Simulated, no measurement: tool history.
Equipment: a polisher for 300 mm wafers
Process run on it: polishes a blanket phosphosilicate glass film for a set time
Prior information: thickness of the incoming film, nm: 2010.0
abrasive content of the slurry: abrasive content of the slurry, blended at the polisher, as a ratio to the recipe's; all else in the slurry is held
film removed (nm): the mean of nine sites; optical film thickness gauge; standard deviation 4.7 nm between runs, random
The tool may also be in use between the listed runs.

run	hour	flow of slurry (ml/min)	pressure of the wafer on the pad (kPa)	speed of the pad under the wafer (m/s)	abrasive content of the slurry	polishing time (s)	film removed (nm)
1	0	160	17.2	1	1	94	615.78
2	7.1	160	15.2	0.98	1	94	544.39
3	14.5	160	13.8	0.96	1	94	477.4
4	15.6	160	12.4	0.96	1	94	431
5	18.7	160	12.4	0.96	1	94	431.78
6	27	160	11.7	0.96	1	94	408.79
7	31.2	160	11	0.96	1	94	389.31

What does the tool deliver on the next run?
8	39.8	160	10.3	0.96	1	94	?

Run 8 produced film removed (nm) 365.12.

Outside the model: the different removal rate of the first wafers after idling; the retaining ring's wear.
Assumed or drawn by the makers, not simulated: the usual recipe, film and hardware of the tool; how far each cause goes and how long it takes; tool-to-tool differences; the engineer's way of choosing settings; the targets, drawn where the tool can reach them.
